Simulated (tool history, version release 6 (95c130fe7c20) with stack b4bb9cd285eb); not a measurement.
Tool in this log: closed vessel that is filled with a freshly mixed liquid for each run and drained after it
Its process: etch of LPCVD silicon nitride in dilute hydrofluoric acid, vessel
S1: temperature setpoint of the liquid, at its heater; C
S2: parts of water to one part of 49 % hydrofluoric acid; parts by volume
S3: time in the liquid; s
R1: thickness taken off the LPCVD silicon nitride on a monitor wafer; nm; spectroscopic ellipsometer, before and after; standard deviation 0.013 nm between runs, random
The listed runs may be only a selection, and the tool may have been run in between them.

{"run": 1, "day": 0.0, "S1": 20.0, "S2": 120, "S3": 850, "R1": 2.4162}
{"run": 2, "day": 0.312, "S1": 20.0, "S2": 145, "S3": 850, "R1": 2.0105}
{"run": 3, "day": 0.596, "S1": 20.0, "S2": 115, "S3": 850, "R1": 2.4911}
{"run": 4, "day": 0.812, "S1": 19.0, "S2": 125, "S3": 845, "R1": 2.1586}
{"run": 5, "day": 1.083, "S1": 19.0, "S2": 110, "S3": 845, "R1": 2.4794}
{"run": 6, "day": 1.212, "S1": 18.5, "S2": 125, "S3": 840, "R1": 2.0695}

Run 7 comes next. What will it give?
{"run": 7, "day": 1.467, "S1": 18.0, "S2": 135, "S3": 840, "R1": "?"}

For run 7 the tool returned R1 1.8330 nm.
